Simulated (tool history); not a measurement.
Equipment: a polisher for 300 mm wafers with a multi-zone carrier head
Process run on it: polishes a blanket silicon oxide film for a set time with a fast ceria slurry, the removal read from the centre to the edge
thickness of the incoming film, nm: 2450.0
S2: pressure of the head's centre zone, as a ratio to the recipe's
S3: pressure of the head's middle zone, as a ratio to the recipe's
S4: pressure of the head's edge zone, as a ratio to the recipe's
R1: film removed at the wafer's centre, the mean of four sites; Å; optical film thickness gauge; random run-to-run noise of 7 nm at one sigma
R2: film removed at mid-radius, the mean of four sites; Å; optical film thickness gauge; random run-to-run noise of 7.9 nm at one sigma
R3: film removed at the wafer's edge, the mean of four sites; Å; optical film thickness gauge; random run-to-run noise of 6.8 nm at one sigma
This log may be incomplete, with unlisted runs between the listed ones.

{"run": 1, "hour": 0.0, "flow of slurry (ml/min)": 270, "S2": 1, "S3": 1, "S4": 1, "polishing time (s)": 45, "R1": 8972.3, "R2": 9064.9, "R3": 8676.7}
{"run": 2, "hour": 8.4, "flow of slurry (ml/min)": 270, "S2": 1, "S3": 1, "S4": 1.06, "polishing time (s)": 45, "R1": 8869.1, "R2": 8944.9, "R3": 8901.3}
{"run": 3, "hour": 9.7, "flow of slurry (ml/min)": 270, "S2": 1, "S3": 1, "S4": 1.06, "polishing time (s)": 38, "R1": 7535.9, "R2": 7626.7, "R3": 7533.1}
{"run": 4, "hour": 18.5, "flow of slurry (ml/min)": 220, "S2": 1, "S3": 1, "S4": 1.06, "polishing time (s)": 38, "R1": 7252.8, "R2": 7385.5, "R3": 7308.5}
{"run": 5, "hour": 19.2, "flow of slurry (ml/min)": 245, "S2": 1, "S3": 1.03, "S4": 1.06, "polishing time (s)": 39, "R1": 7565.7, "R2": 7886.6, "R3": 7733}
{"run": 6, "hour": 23.1, "flow of slurry (ml/min)": 265, "S2": 1, "S3": 1.06, "S4": 1.04, "polishing time (s)": 40, "R1": 7918.7, "R2": 8437.3, "R3": 7895.7}
{"run": 7, "hour": 27.4, "flow of slurry (ml/min)": 285, "S2": 1, "S3": 1.08, "S4": 1.04, "polishing time (s)": 41, "R1": 8175.6, "R2": 8900, "R3": 8172.9}

Run 8 has not been measured yet. What should we expect?
{"run": 8, "hour": 36.4, "flow of slurry (ml/min)": 300, "S2": 1, "S3": 1.1, "S4": 1.04, "polishing time (s)": 41, "R1": "?", "R2": "?", "R3": "?"}

Run 8 measured R1 8193.2 Å, R2 9022.6 Å, R3 8081.6 Å.
